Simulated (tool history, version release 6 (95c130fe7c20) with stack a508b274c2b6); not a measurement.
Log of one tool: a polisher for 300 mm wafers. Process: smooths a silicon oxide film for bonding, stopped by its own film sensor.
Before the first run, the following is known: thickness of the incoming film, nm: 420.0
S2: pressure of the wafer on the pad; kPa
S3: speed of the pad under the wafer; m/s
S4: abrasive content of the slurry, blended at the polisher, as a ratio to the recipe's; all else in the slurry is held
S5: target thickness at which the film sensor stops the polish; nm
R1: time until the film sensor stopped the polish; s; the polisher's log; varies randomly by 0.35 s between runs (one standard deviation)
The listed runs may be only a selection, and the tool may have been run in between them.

{"run": 1, "hour": 0.0, "flow of slurry (ml/min)": 120, "S2": 15.2, "S3": 0.72, "S4": 1.0, "S5": 378, "R1": 58.736}
{"run": 2, "hour": 7.0, "flow of slurry (ml/min)": 120, "S2": 15.2, "S3": 0.72, "S4": 0.9, "S5": 378, "R1": 60.736}
{"run": 3, "hour": 12.8, "flow of slurry (ml/min)": 125, "S2": 16.5, "S3": 0.72, "S4": 0.9, "S5": 378, "R1": 56.523}
{"run": 4, "hour": 18.8, "flow of slurry (ml/min)": 125, "S2": 17.9, "S3": 0.72, "S4": 0.9, "S5": 378, "R1": 52.269}
{"run": 5, "hour": 22.6, "flow of slurry (ml/min)": 130, "S2": 18.6, "S3": 0.72, "S4": 0.9, "S5": 378, "R1": 49.004}
{"run": 6, "hour": 30.3, "flow of slurry (ml/min)": 130, "S2": 15.2, "S3": 0.72, "S4": 0.9, "S5": 378, "R1": 60.231}
{"run": 7, "hour": 32.4, "flow of slurry (ml/min)": 135, "S2": 16.5, "S3": 0.72, "S4": 0.9, "S5": 378, "R1": 54.884}

Run 8 comes next. What will it give?
{"run": 8, "hour": 35.5, "flow of slurry (ml/min)": 135, "S2": 16.5, "S3": 0.72, "S4": 0.9, "S5": 378, "R1": "?"}

{"run 8": {"R1": 54.975}}
